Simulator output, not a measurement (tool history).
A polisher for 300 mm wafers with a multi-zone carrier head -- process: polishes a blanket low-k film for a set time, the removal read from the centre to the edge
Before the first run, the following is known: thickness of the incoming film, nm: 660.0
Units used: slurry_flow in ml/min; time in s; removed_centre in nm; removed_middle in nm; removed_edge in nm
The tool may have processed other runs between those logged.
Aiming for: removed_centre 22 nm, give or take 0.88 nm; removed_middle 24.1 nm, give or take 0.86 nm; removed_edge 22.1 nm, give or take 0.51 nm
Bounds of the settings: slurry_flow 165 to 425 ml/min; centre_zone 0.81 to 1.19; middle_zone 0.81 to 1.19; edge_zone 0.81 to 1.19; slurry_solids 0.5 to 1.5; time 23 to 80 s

Run 1, day 0: slurry_flow 275 ml/min, centre_zone 1, middle_zone 1, edge_zone 1, slurry_solids 1, time 51 s. Result: removed_centre 18.815 nm, removed_middle 19.392 nm, removed_edge 19.201 nm.
Run 2, day 0.075: slurry_flow 280 ml/min, centre_zone 1.01, middle_zone 1.02, edge_zone 1.02, slurry_solids 1, time 51 s. Result: removed_centre 19.017 nm, removed_middle 19.493 nm, removed_edge 19.463 nm.
Run 3, day 0.383: slurry_flow 280 ml/min, centre_zone 1.01, middle_zone 1.02, edge_zone 1.02, slurry_solids 1.05, time 51 s. Result: removed_centre 19.343 nm, removed_middle 19.89 nm, removed_edge 19.625 nm.
Run 4, day 0.458: slurry_flow 280 ml/min, centre_zone 1.01, middle_zone 1.09, edge_zone 1.02, slurry_solids 1.05, time 51 s. Result: removed_centre 19.852 nm, removed_middle 21.173 nm, removed_edge 19.694 nm.
Run 5, day 0.775: slurry_flow 285 ml/min, centre_zone 1.01, middle_zone 1.1, edge_zone 1.03, slurry_solids 1.05, time 51 s. Result: removed_centre 19.175 nm, removed_middle 21.497 nm, removed_edge 19.797 nm.
Run 6, day 0.917: slurry_flow 285 ml/min, centre_zone 1.01, middle_zone 1.1, edge_zone 1.03, slurry_solids 1.05, time 45 s. Result: removed_centre 16.902 nm, removed_middle 18.774 nm, removed_edge 17.358 nm.
Run 7, day 1.071: slurry_flow 290 ml/min, centre_zone 1.02, middle_zone 1.11, edge_zone 1.04, slurry_solids 1.1, time 45 s. Result: removed_centre 17.756 nm, removed_middle 19.029 nm, removed_edge 17.783 nm.
Run 8, day 1.362: slurry_flow 290 ml/min, centre_zone 1.02, middle_zone 1.12, edge_zone 1.04, slurry_solids 1.15, time 45 s. Result: removed_centre 17.663 nm, removed_middle 19.949 nm, removed_edge 17.771 nm.
Run 9, day 1.662: slurry_flow 290 ml/min, centre_zone 1.03, middle_zone 1.12, edge_zone 1.05, slurry_solids 1.2, time 45 s. Result: removed_centre 18.177 nm, removed_middle 19.693 nm, removed_edge 18.228 nm.
Run 10, day 2.008: slurry_flow 295 ml/min, centre_zone 1.03, middle_zone 1.13, edge_zone 1.06, slurry_solids 1.25, time 45 s. Result: removed_centre 18.526 nm, removed_middle 20.356 nm, removed_edge 18.577 nm.
Run 11, day 2.062: slurry_flow 295 ml/min, centre_zone 1.03, middle_zone 1.14, edge_zone 1.07, slurry_solids 1.3, time 45 s. Result: removed_centre 18.909 nm, removed_middle 20.705 nm, removed_edge 19.024 nm.
Run 12, day 2.162: slurry_flow 300 ml/min, centre_zone 1.03, middle_zone 1.15, edge_zone 1.08, slurry_solids 1.3, time 45 s. Result: removed_centre 18.282 nm, removed_middle 21.227 nm, removed_edge 18.87 nm.
Run 13, day 2.417: slurry_flow 310 ml/min, centre_zone 1.11, middle_zone 1.13, edge_zone 1.16, slurry_solids 1.5, time 47 s. Result: removed_centre 21.319 nm, removed_middle 22.921 nm, removed_edge 21.205 nm.
Run 14, day 2.733: slurry_flow 340 ml/min, centre_zone 1.11, middle_zone 1.15, edge_zone 1.19, slurry_solids 1.5, time 49 s. Result: removed_centre 23.238 nm, removed_middle 24.044 nm, removed_edge 22.57 nm.

Pick the move, out of 4, that brings all results within their allowed miss; only one does.
Run A, day 3.05: slurry_flow 375 ml/min, centre_zone 1.11, middle_zone 1.13, edge_zone 1.15, slurry_solids 1.45, time 47 s. Result: removed_centre ?, removed_middle ?, removed_edge ?.
Run B, day 3.05: slurry_flow 270 ml/min, centre_zone 1.1, middle_zone 1.19, edge_zone 1.19, slurry_solids 1.5, time 48 s. Result: removed_centre ?, removed_middle ?, removed_edge ?.
Run C, day 3.05: slurry_flow 320 ml/min, centre_zone 1.08, middle_zone 1.18, edge_zone 1.19, slurry_solids 1.45, time 45 s. Result: removed_centre ?, removed_middle ?, removed_edge ?.
Run D, day 3.05: slurry_flow 260 ml/min, centre_zone 1, middle_zone 1.19, edge_zone 1.18, slurry_solids 1.5, time 49 s. Result: removed_centre ?, removed_middle ?, removed_edge ?.

move  removed_centre  removed_middle  removed_edge
   A          21.601          22.274         21.55
   B          21.536          23.464        22.203
   C          19.935          21.904        20.818
   D          20.075          23.896        22.516
A: puts the biggest miss on target and leaves a different result outside tolerance
B: meets every target
C: carries the result that was furthest off beyond its target, to the other side
D: carries the result that was furthest off beyond its target, to the other side
Correct choice: B, which meets every target

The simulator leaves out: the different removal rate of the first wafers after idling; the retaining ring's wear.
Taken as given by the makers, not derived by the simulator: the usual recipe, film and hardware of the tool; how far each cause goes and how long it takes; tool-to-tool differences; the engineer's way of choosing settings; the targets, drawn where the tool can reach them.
